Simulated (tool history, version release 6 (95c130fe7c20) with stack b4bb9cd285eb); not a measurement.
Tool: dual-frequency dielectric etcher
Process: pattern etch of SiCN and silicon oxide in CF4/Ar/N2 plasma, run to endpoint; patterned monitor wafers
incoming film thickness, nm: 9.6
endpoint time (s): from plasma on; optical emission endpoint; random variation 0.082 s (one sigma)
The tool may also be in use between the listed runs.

| run | hour | source power (W) | bias power (W) | Ar flow (sccm) | CF4 flow (sccm) | endpoint time (s) |
|---|---|---|---|---|---|---|
| 1 | 0 | 420 | 50 | 99 | 70 | 12.595 |
| 2 | 6.3 | 420 | 50 | 99 | 59 | 13.226 |
| 3 | 8.8 | 430 | 50 | 99 | 59 | 12.978 |
| 4 | 10.5 | 430 | 50 | 99 | 66 | 12.796 |
| 5 | 16.7 | 430 | 50 | 107 | 66 | 12.891 |
| 6 | 18.5 | 430 | 44 | 107 | 66 | 13.66 |
| 7 | 24.8 | 450 | 44 | 107 | 66 | 12.999 |
| 8 | 25.8 | 460 | 44 | 107 | 66 | 12.689 |
| 9 | 29.4 | 470 | 44 | 107 | 66 | 12.432 |
| 10 | 36.4 | 480 | 44 | 107 | 66 | 12.098 |
| 11 | 39.2 | 490 | 44 | 107 | 66 | 11.796 |

Run 12 comes next. What will it give?
| 12 | 39.9 | 500 | 44 | 107 | 66 | ? |

{"run 12": {"endpoint time (s)": 11.584}}
